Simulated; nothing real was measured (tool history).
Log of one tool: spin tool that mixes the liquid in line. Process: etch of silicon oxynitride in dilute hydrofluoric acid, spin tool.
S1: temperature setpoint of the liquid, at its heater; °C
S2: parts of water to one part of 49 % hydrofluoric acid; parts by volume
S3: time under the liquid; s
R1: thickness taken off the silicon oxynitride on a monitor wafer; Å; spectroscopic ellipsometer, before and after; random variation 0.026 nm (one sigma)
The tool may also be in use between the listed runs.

run  hour    S1   S2  S3      R1
  1   0.0  21.0  105  95  16.835
  2   7.8  21.0   90  95  20.003
  3  10.5  22.5   85  95  22.865
  4  12.4  22.5   65  95  30.122
  5  13.9  22.5   30  95  68.173
  6  20.8  22.5   25  95  79.737
  7  26.3  22.0   30  95  65.860

Forecast run 8:
  8  32.4  18.0  45  95   ?

Run 8 gave R1 34.910 Å.
